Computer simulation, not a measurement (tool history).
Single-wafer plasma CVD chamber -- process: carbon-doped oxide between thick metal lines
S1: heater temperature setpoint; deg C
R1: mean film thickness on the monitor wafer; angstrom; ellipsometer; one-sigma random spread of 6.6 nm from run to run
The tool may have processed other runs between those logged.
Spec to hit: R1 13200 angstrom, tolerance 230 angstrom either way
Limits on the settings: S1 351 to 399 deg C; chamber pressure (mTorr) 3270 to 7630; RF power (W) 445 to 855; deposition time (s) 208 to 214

run 1 hour=0.0 | S1=375 chamber_pressure_(mTorr)=5450 RF_power_(W)=650 deposition_time_(s)=208 | R1=12134
run 2 hour=7.8 | S1=384 chamber_pressure_(mTorr)=5450 RF_power_(W)=650 deposition_time_(s)=208 | R1=11972
run 3 hour=10.0 | S1=384 chamber_pressure_(mTorr)=5450 RF_power_(W)=615 deposition_time_(s)=208 | R1=11569
run 4 hour=16.4 | S1=384 chamber_pressure_(mTorr)=5020 RF_power_(W)=615 deposition_time_(s)=208 | R1=11526
run 5 hour=20.6 | S1=383 chamber_pressure_(mTorr)=5130 RF_power_(W)=640 deposition_time_(s)=208 | R1=11801
run 6 hour=25.2 | S1=389 chamber_pressure_(mTorr)=5130 RF_power_(W)=640 deposition_time_(s)=208 | R1=11636
run 7 hour=30.4 | S1=387 chamber_pressure_(mTorr)=5400 RF_power_(W)=655 deposition_time_(s)=208 | R1=11997
run 8 hour=32.9 | S1=387 chamber_pressure_(mTorr)=5660 RF_power_(W)=665 deposition_time_(s)=208 | R1=12080
run 9 hour=37.4 | S1=386 chamber_pressure_(mTorr)=5820 RF_power_(W)=675 deposition_time_(s)=208 | R1=12346
run 10 hour=38.0 | S1=386 chamber_pressure_(mTorr)=5820 RF_power_(W)=675 deposition_time_(s)=208 | R1=12338
run 11 hour=44.4 | S1=385 chamber_pressure_(mTorr)=6020 RF_power_(W)=680 deposition_time_(s)=208 | R1=12468
run 12 hour=52.7 | S1=384 chamber_pressure_(mTorr)=6190 RF_power_(W)=685 deposition_time_(s)=208 | R1=12471
run 13 hour=55.3 | S1=384 chamber_pressure_(mTorr)=6230 RF_power_(W)=695 deposition_time_(s)=208 | R1=12602
run 14 hour=55.9 | S1=384 chamber_pressure_(mTorr)=6300 RF_power_(W)=705 deposition_time_(s)=208 | R1=12746

Which single option among these 4 for the next run brings every result within its allowed miss of target? Just one does.
run A hour=56.5 | S1=387 chamber_pressure_(mTorr)=6840 RF_power_(W)=635 deposition_time_(s)=214 | R1=?
run B hour=56.5 | S1=385 chamber_pressure_(mTorr)=6330 RF_power_(W)=685 deposition_time_(s)=212 | R1=?
run C hour=56.5 | S1=380 chamber_pressure_(mTorr)=6750 RF_power_(W)=690 deposition_time_(s)=214 | R1=?
run D hour=56.5 | S1=390 chamber_pressure_(mTorr)=7060 RF_power_(W)=720 deposition_time_(s)=208 | R1=?

move=A R1=12435
move=B R1=12751
move=C R1=13095
move=D R1=12849
A: moves away from the targets compared with the last run
B: about the same distance from the targets as the last run
C: every result within its allowed miss
D: gains on the last run, yet a result remains outside its allowed miss
Correct choice: C, which meets every target
